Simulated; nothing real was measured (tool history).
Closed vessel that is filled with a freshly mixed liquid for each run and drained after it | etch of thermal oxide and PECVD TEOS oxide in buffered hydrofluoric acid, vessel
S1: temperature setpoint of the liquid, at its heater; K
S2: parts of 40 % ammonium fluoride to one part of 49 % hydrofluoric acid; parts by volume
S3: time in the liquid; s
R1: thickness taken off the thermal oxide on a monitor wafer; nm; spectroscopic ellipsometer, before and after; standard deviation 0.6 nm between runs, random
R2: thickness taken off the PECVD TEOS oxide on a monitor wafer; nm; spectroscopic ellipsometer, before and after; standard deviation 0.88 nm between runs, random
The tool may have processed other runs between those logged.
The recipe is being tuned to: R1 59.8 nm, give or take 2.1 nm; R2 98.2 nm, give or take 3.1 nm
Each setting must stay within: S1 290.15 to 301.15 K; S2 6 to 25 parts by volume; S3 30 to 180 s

run	hour	S1	S2	S3	R1	R2
1	0	293.15	15.5	90	47.808	80.149
2	1.5	293.15	18.5	90	40.166	65.832
3	8.9	293.15	18.5	115	51.438	84.532
4	14.2	293.65	18.5	115	54.07	87.872
5	21.9	292.15	18.5	115	47.958	79.569
6	24.9	292.65	18.5	115	49.23	82.341
7	29.6	293.15	18.5	115	51.045	85.381
8	37.2	293.65	18.5	115	52.865	88.049
9	43.7	294.15	18.5	115	54.172	88.727
10	51.3	294.65	18.5	115	55.813	92.983
11	57.6	295.15	18.5	115	57.272	94.275
12	63.9	295.15	18.5	115	57.435	94.497

Which of these 4 next moves meets every target?
A	70.2	293.15	19.5	125	?	?
B	70.2	295.65	18	105	?	?
C	70.2	291.65	14.5	105	?	?
D	70.2	296.15	16.5	100	?	?

move	R1	R2
A	53.101	88.325
B	55.483	92.287
C	54.894	91.308
D	59.18	98.437
A: the biggest miss grows against the last run
B: the biggest miss grows against the last run
C: the biggest miss grows against the last run
D: meets every target
Correct choice: D, which meets every target
